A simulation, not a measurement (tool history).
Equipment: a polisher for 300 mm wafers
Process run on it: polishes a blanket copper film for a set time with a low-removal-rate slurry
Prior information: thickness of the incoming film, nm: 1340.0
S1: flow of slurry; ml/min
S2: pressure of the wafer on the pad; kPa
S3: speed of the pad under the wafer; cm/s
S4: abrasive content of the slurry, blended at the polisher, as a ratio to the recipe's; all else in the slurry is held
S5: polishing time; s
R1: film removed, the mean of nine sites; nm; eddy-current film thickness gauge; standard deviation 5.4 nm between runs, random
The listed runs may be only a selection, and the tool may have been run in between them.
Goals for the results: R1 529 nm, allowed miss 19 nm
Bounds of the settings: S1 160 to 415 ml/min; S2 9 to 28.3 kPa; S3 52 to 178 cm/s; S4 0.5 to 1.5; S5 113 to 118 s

run	hour	S1	S2	S3	S4	S5	R1
1	0	265	18.6	114	1	113	346.87
2	5.6	265	18.6	114	1	113	338.99
3	13.1	265	20	114	1	113	365.11
4	16.9	265	20	114	0.85	113	361.93
5	19.6	265	20	114	0.85	113	365.09
6	24.1	265	20	114	0.65	113	351.85
7	30.8	265	21.4	114	0.65	113	370.5
8	34	265	22.8	114	0.65	113	400.72
9	37.6	265	24.1	114	0.65	113	416.73
10	42	265	24.8	116	0.65	113	432.27
11	48.5	265	25.5	118	0.65	113	444.17
12	51	265	26.2	120	0.65	113	476.49

Consider the 4 candidate settings below. Which is the only one whose results all fall within their allowed miss of target?
A	53.5	290	27.6	108	0.55	114	?
B	53.5	250	24.1	116	0.7	117	?
C	53.5	290	21.4	138	0.5	113	?
D	53.5	250	27.6	128	0.6	115	?

move	R1
A	452.04
B	445.78
C	437.09
D	536.15
A: its largest miss is bigger than the last run's
B: its largest miss is bigger than the last run's
C: its largest miss is bigger than the last run's
D: hits every target within its allowed miss
Move D is the one to make.

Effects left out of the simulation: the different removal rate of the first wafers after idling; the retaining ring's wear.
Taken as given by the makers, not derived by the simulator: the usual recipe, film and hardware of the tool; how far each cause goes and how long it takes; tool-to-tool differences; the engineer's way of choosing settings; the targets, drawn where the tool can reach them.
